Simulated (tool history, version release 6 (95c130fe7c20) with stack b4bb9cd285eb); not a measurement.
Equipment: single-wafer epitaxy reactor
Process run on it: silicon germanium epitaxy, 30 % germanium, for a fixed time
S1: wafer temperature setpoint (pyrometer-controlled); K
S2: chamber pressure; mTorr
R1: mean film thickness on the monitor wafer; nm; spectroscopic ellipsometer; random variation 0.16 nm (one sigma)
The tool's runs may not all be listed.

Run 1, day 0.000: S1 848.15 K, S2 22200 mTorr. Result: R1 35.789 nm.
Run 2, day 0.296: S1 844.15 K, S2 22200 mTorr. Result: R1 33.343 nm.
Run 3, day 0.496: S1 855.15 K, S2 22200 mTorr. Result: R1 40.111 nm.
Run 4, day 0.617: S1 850.15 K, S2 22000 mTorr. Result: R1 36.886 nm.
Run 5, day 0.679: S1 841.15 K, S2 22000 mTorr. Result: R1 31.497 nm.
Run 6, day 0.808: S1 839.15 K, S2 21900 mTorr. Result: R1 30.227 nm.

Forecast run 7:
Run 7, day 0.958: S1 838.15 K, S2 21900 mTorr. Result: R1 ?.

{"run 7": {"R1": 30.126}}
